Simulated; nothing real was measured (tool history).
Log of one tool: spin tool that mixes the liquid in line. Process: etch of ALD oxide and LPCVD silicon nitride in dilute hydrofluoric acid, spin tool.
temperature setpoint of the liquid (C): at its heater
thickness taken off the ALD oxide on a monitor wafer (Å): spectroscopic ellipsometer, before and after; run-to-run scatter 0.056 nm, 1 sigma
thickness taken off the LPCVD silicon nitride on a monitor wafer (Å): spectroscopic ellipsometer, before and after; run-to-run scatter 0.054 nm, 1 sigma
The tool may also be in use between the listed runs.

| run | day | temperature setpoint of the liquid (C) | parts of water to one part of 49 % hydrofluoric acid (parts by volume) | time under the liquid (s) | thickness taken off the ALD oxide on a monitor wafer (Å) | thickness taken off the LPCVD silicon nitride on a monitor wafer (Å) |
|---|---|---|---|---|---|---|
| 1 | 0 | 22 | 50 | 30 | 82.821 | 3.0194 |
| 2 | 0.2 | 22 | 50 | 40 | 111.13 | 3.9237 |
| 3 | 0.296 | 22 | 50 | 45 | 124.86 | 3.6444 |
| 4 | 0.458 | 22 | 70 | 45 | 87.414 | 2.6333 |
| 5 | 0.725 | 22 | 60 | 45 | 102.15 | 2.9723 |
| 6 | 1 | 22 | 60 | 40 | 92.109 | 3.3069 |
| 7 | 1.179 | 23 | 60 | 40 | 95.641 | 3.6668 |

Predict the results of run 8:
| 8 | 1.467 | 27 | 55 | 40 | ? | ? |

thickness taken off the ALD oxide on a monitor wafer (Å): 122.19
thickness taken off the LPCVD silicon nitride on a monitor wafer (Å): 4.0146

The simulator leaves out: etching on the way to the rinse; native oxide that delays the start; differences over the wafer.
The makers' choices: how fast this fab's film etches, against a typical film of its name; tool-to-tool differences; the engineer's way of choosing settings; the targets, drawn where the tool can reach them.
